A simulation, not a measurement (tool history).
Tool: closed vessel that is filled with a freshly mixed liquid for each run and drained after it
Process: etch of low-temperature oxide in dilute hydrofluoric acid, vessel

run	hour	temperature setpoint of the liquid (K)	parts of water to one part of 49 % hydrofluoric acid (parts by volume)	time in the liquid (s)	thickness taken off the low-temperature oxide on a monitor wafer (nm)
1	0	297.15	270	175	6.4296
2	6.3	299.65	240	175	8.2128
3	12	301.15	225	175	9.5302
4	15.4	301.15	140	175	16.625
5	18.7	298.15	140	175	14.918
6	20.4	298.15	140	175	15.063
7	29.2	296.65	140	175	14.116

Run 8 comes next. What will it give?
8	34.5	295.65	140	175	?

thickness taken off the low-temperature oxide on a monitor wafer (nm): 13.642
